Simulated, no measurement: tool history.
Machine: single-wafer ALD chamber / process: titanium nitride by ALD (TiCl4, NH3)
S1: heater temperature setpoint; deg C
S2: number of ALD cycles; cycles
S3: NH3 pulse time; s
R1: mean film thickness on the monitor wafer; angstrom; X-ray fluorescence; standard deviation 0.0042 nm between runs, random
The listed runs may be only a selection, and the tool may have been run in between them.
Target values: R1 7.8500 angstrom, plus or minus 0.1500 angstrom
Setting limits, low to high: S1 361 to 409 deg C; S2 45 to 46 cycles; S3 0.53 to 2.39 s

run    day   S1  S2    S3      R1
  1  0.000  385  45  1.46  9.1204
  2  0.192  379  45  1.23  8.7711
  3  0.242  375  45  1.06  8.6193
  4  0.575  375  45  1.36  8.8294
  5  0.700  368  45  1.36  8.7754
  6  0.946  368  45  1.60  9.0038
  7  1.275  366  45  1.34  8.7785
  8  1.458  365  45  1.14  8.4318
  9  1.654  364  45  1.02  8.2312

Of the 5 settings listed for the next run, only one would bring every result within its allowed miss of target. Which one?
  A  1.850  363  46  0.92   ?
  B  1.850  362  45  0.90   ?
  C  1.850  365  45  1.28   ?
  D  1.850  362  46  1.11   ?
  E  1.850  370  45  0.75   ?

move      R1
   A  8.1277
   B  7.8658
   C  8.5936
   D  8.4888
   E  7.5904
A: gains on the last run, yet a result remains outside its allowed miss
B: every result within its allowed miss
C: the biggest miss grows against the last run
D: the biggest miss grows against the last run
E: carries the result that was furthest off beyond its target, to the other side
Go with B: it meets all targets.

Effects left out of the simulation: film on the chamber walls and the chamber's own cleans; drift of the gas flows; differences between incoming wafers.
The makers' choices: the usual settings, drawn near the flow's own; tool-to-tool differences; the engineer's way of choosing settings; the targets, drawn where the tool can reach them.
